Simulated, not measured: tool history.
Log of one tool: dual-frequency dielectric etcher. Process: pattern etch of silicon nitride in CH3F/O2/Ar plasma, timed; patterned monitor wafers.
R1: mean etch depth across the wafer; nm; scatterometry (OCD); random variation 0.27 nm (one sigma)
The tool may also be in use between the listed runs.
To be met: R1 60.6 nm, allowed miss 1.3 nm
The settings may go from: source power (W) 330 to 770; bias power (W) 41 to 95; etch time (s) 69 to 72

{"run": 1, "day": 0.0, "source power (W)": 550, "bias power (W)": 68, "etch time (s)": 69, "R1": 51.394}
{"run": 2, "day": 0.354, "source power (W)": 550, "bias power (W)": 60, "etch time (s)": 69, "R1": 49.82}
{"run": 3, "day": 0.612, "source power (W)": 620, "bias power (W)": 60, "etch time (s)": 69, "R1": 52.723}
{"run": 4, "day": 0.946, "source power (W)": 620, "bias power (W)": 69, "etch time (s)": 69, "R1": 54.795}
{"run": 5, "day": 1.033, "source power (W)": 620, "bias power (W)": 78, "etch time (s)": 69, "R1": 56.51}
{"run": 6, "day": 1.158, "source power (W)": 640, "bias power (W)": 78, "etch time (s)": 69, "R1": 56.926}
{"run": 7, "day": 1.425, "source power (W)": 650, "bias power (W)": 79, "etch time (s)": 69, "R1": 57.955}
{"run": 8, "day": 1.658, "source power (W)": 660, "bias power (W)": 79, "etch time (s)": 69, "R1": 58.48}
{"run": 9, "day": 1.829, "source power (W)": 670, "bias power (W)": 79, "etch time (s)": 69, "R1": 58.556}
{"run": 10, "day": 2.146, "source power (W)": 680, "bias power (W)": 79, "etch time (s)": 69, "R1": 59.266}

Which of these 4 next moves meets every target?
{"run": "A", "day": 2.462, "source power (W)": 660, "bias power (W)": 74, "etch time (s)": 69, "R1": "?"}
{"run": "B", "day": 2.462, "source power (W)": 680, "bias power (W)": 82, "etch time (s)": 70, "R1": "?"}
{"run": "C", "day": 2.462, "source power (W)": 590, "bias power (W)": 86, "etch time (s)": 70.5, "R1": "?"}
{"run": "D", "day": 2.462, "source power (W)": 640, "bias power (W)": 69, "etch time (s)": 71.5, "R1": "?"}

move=A R1=57.434
move=B R1=60.652
move=C R1=57.723
move=D R1=57.642
A: further off than the last run
B: meets every target
C: further off than the last run
D: further off than the last run
Move B is the one to make.

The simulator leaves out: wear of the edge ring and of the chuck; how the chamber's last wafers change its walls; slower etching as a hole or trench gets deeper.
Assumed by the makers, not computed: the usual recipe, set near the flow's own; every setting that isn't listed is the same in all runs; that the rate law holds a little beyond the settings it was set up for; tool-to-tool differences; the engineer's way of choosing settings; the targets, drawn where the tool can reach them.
